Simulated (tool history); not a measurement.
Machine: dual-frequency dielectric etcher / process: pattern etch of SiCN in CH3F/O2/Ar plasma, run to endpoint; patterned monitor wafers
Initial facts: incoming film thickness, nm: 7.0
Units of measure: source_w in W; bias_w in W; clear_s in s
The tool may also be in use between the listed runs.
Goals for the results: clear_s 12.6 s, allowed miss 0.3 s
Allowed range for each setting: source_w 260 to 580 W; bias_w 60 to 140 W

{"run": 1, "hour": 0.0, "source_w": 420, "bias_w": 100, "clear_s": 14.895}
{"run": 2, "hour": 2.0, "source_w": 440, "bias_w": 102, "clear_s": 14.48}
{"run": 3, "hour": 8.9, "source_w": 460, "bias_w": 103, "clear_s": 14.271}
{"run": 4, "hour": 17.9, "source_w": 460, "bias_w": 111, "clear_s": 13.924}
{"run": 5, "hour": 25.1, "source_w": 470, "bias_w": 112, "clear_s": 13.673}
{"run": 6, "hour": 31.6, "source_w": 480, "bias_w": 113, "clear_s": 13.695}
{"run": 7, "hour": 37.2, "source_w": 490, "bias_w": 115, "clear_s": 13.241}
{"run": 8, "hour": 43.2, "source_w": 500, "bias_w": 115, "clear_s": 13.103}

Of the 4 settings listed for the next run, only one would bring every result within its allowed miss of target. Which one?
{"run": "A", "hour": 49.2, "source_w": 580, "bias_w": 126, "clear_s": "?"}
{"run": "B", "hour": 49.2, "source_w": 530, "bias_w": 119, "clear_s": "?"}
{"run": "C", "hour": 49.2, "source_w": 580, "bias_w": 130, "clear_s": "?"}
{"run": "D", "hour": 49.2, "source_w": 570, "bias_w": 124, "clear_s": "?"}

move=A clear_s=12.027
move=B clear_s=12.778
move=C clear_s=11.892
move=D clear_s=12.189
A: carries the result that was furthest off beyond its target, to the other side
B: every result within its allowed miss
C: carries the result that was furthest off beyond its target, to the other side
D: carries the result that was furthest off beyond its target, to the other side
B meets every target.

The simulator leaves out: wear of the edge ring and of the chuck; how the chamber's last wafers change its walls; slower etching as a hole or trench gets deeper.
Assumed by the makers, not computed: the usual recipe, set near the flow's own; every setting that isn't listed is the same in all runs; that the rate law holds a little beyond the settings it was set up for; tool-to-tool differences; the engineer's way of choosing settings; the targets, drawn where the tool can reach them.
